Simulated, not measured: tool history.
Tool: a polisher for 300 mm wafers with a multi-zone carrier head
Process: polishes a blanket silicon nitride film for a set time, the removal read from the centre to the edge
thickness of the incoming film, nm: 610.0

run	day	flow of slurry (ml/min)	pressure of the head's centre zone	pressure of the head's middle zone	pressure of the head's edge zone	polishing time (s)	film removed at the wafer's centre (nm)	film removed at mid-radius (nm)	film removed at the wafer's edge (nm)
1	0.000	230	1.00	1.00	1.00	56	150.68	149.44	142.15
2	0.175	285	1.00	1.00	1.00	56	151.30	153.55	145.66
3	0.238	285	1.03	1.00	1.00	56	160.49	153.56	145.24
4	0.342	270	1.00	0.94	0.95	50	138.95	129.90	127.34
5	0.500	325	1.00	0.94	0.95	50	137.76	132.80	127.42
6	0.796	325	1.00	1.03	0.95	50	139.17	141.45	131.27
7	1.033	315	0.98	0.96	0.94	46	127.64	122.28	118.53
8	1.304	315	0.94	0.92	0.91	44	115.81	112.90	112.36

The next listed run, before its measurement:
9	1.362	315	0.93	0.89	0.88	42	?	?	?

Run 9 gave film removed at the wafer's centre (nm) 108.12, film removed at mid-radius (nm) 105.70, film removed at the wafer's edge (nm) 106.50.
